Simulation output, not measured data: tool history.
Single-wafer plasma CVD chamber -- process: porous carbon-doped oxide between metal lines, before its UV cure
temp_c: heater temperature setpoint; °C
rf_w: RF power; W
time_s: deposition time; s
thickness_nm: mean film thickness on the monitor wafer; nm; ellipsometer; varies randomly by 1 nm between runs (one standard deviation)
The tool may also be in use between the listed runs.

Run 1, day 0: temp_c 290 °C, rf_w 630 W, time_s 25.7 s. Result: thickness_nm 168.15 nm.
Run 2, day 0.367: temp_c 290 °C, rf_w 630 W, time_s 24.5 s. Result: thickness_nm 161.24 nm.
Run 3, day 0.567: temp_c 290 °C, rf_w 560 W, time_s 24.5 s. Result: thickness_nm 152.58 nm.
Run 4, day 0.792: temp_c 286 °C, rf_w 575 W, time_s 24.5 s. Result: thickness_nm 157.61 nm.
Run 5, day 1.017: temp_c 286 °C, rf_w 490 W, time_s 24.5 s. Result: thickness_nm 145.71 nm.
Run 6, day 1.283: temp_c 283 °C, rf_w 515 W, time_s 24.6 s. Result: thickness_nm 151.78 nm.
Run 7, day 1.454: temp_c 280 °C, rf_w 540 W, time_s 24.7 s. Result: thickness_nm 160.9 nm.
Run 8, day 1.533: temp_c 278 °C, rf_w 545 W, time_s 24.7 s. Result: thickness_nm 163.82 nm.
Run 9, day 1.862: temp_c 276 °C, rf_w 550 W, time_s 24.7 s. Result: thickness_nm 166.61 nm.
Run 10, day 1.996: temp_c 274 °C, rf_w 555 W, time_s 24.7 s. Result: thickness_nm 169.09 nm.

What does the tool deliver on the next run?
Run 11, day 2.188: temp_c 273 °C, rf_w 560 W, time_s 24.7 s. Result: thickness_nm ?.

{"run 11": {"thickness_nm": 169.66}}
